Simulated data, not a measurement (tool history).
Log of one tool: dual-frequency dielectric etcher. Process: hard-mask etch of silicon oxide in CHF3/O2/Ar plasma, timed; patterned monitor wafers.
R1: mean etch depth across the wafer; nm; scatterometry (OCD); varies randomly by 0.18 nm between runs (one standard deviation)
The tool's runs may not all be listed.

run 1 hour=0 | source_power_(W)=800 bias_power_(W)=189 etch_time_(s)=28.5 | R1=60.621
run 2 hour=0.9 | source_power_(W)=800 bias_power_(W)=209 etch_time_(s)=28.5 | R1=62.623
run 3 hour=2.9 | source_power_(W)=750 bias_power_(W)=203 etch_time_(s)=28.5 | R1=61.088
run 4 hour=6 | source_power_(W)=750 bias_power_(W)=203 etch_time_(s)=28.5 | R1=60.756
run 5 hour=12 | source_power_(W)=650 bias_power_(W)=203 etch_time_(s)=28.5 | R1=58.002
run 6 hour=16.6 | source_power_(W)=650 bias_power_(W)=225 etch_time_(s)=28.5 | R1=60.592
run 7 hour=23.1 | source_power_(W)=620 bias_power_(W)=217 etch_time_(s)=28.5 | R1=58.896

Forecast run 8:
run 8 hour=25.4 | source_power_(W)=590 bias_power_(W)=211 etch_time_(s)=28.5 | R1=?

R1: 57.466 nm
